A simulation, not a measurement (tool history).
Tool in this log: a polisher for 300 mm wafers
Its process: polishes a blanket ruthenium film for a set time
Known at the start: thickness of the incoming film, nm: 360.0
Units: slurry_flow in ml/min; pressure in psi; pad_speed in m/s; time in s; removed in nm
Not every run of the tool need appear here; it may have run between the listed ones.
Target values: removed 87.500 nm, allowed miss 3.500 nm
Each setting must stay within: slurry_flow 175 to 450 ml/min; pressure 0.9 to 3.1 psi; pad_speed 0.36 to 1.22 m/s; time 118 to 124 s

{"run": 1, "day": 0.0, "slurry_flow": 290, "pressure": 2.0, "pad_speed": 0.78, "time": 118, "removed": 107.56}
{"run": 2, "day": 0.129, "slurry_flow": 290, "pressure": 1.9, "pad_speed": 0.78, "time": 118, "removed": 104.3}
{"run": 3, "day": 0.283, "slurry_flow": 290, "pressure": 1.8, "pad_speed": 0.78, "time": 118, "removed": 98.139}
{"run": 4, "day": 0.65, "slurry_flow": 290, "pressure": 1.8, "pad_speed": 0.6, "time": 118, "removed": 79.751}
{"run": 5, "day": 0.804, "slurry_flow": 290, "pressure": 1.8, "pad_speed": 0.46, "time": 118, "removed": 63.19}
{"run": 6, "day": 1.121, "slurry_flow": 290, "pressure": 2.0, "pad_speed": 0.46, "time": 118, "removed": 69.912}
{"run": 7, "day": 1.425, "slurry_flow": 290, "pressure": 2.1, "pad_speed": 0.46, "time": 118, "removed": 72.328}
{"run": 8, "day": 1.612, "slurry_flow": 290, "pressure": 2.2, "pad_speed": 0.46, "time": 118, "removed": 75.252}
{"run": 9, "day": 1.654, "slurry_flow": 290, "pressure": 2.3, "pad_speed": 0.46, "time": 118, "removed": 79.725}
{"run": 10, "day": 1.829, "slurry_flow": 290, "pressure": 2.4, "pad_speed": 0.46, "time": 118, "removed": 83.899}

Next run, 5 choices. One meets every target within its allowed miss, the rest don't. Which?
{"run": "A", "day": 2.004, "slurry_flow": 290, "pressure": 2.6, "pad_speed": 0.4, "time": 121, "removed": "?"}
{"run": "B", "day": 2.004, "slurry_flow": 255, "pressure": 2.5, "pad_speed": 0.4, "time": 124, "removed": "?"}
{"run": "C", "day": 2.004, "slurry_flow": 230, "pressure": 2.9, "pad_speed": 0.4, "time": 121, "removed": "?"}
{"run": "D", "day": 2.004, "slurry_flow": 295, "pressure": 2.2, "pad_speed": 0.46, "time": 118, "removed": "?"}
{"run": "E", "day": 2.004, "slurry_flow": 325, "pressure": 2.4, "pad_speed": 0.42, "time": 118, "removed": "?"}

move=A removed=83.107
move=B removed=81.256
move=C removed=89.621
move=D removed=77.986
move=E removed=79.096
A: its largest miss is bigger than the last run's
B: its largest miss is bigger than the last run's
C: in spec on every target
D: its largest miss is bigger than the last run's
E: its largest miss is bigger than the last run's
Move C is the one to make.

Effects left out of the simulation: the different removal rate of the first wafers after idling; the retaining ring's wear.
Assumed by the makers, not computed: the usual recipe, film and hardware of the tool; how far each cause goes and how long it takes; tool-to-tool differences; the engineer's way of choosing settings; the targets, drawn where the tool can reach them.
